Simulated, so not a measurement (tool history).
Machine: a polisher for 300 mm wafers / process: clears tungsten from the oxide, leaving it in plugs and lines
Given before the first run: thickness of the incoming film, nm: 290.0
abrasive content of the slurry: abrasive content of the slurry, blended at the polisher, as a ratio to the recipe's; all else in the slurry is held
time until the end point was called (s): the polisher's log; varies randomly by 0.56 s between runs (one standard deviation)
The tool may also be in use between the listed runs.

run	day	flow of slurry (ml/min)	pressure of the wafer on the pad (kPa)	speed of the pad under the wafer (cm/s)	abrasive content of the slurry	overpolish time after the end point (s)	time until the end point was called (s)
1	0	235	29	100	1	9	66.73
2	0.3	235	29	100	1	7	68.914
3	0.533	235	29	100	1	9	67.623
4	0.588	235	29	100	1	7	65.981
5	0.675	235	29	100	1.1	7	66.485
6	0.979	235	29	76	1.1	7	86.51
7	1.271	235	32.4	80	1.1	7	71.02
8	1.421	235	35.2	80	1.1	7	68.809
9	1.471	235	37.2	84	1.1	7	62.26
10	1.7	235	38.6	88	1.1	7	57.215
11	1.971	235	40	90	1.1	7	52.454
12	2.288	235	41.4	92	1.1	7	50.49
13	2.617	235	41.4	92	1.1	7	50.503

Run 14, settings as shown, results not yet in. Your forecast:
14	2.908	235	42.1	94	1.1	7	?

{"run 14": {"time until the end point was called (s)": 49.465}}

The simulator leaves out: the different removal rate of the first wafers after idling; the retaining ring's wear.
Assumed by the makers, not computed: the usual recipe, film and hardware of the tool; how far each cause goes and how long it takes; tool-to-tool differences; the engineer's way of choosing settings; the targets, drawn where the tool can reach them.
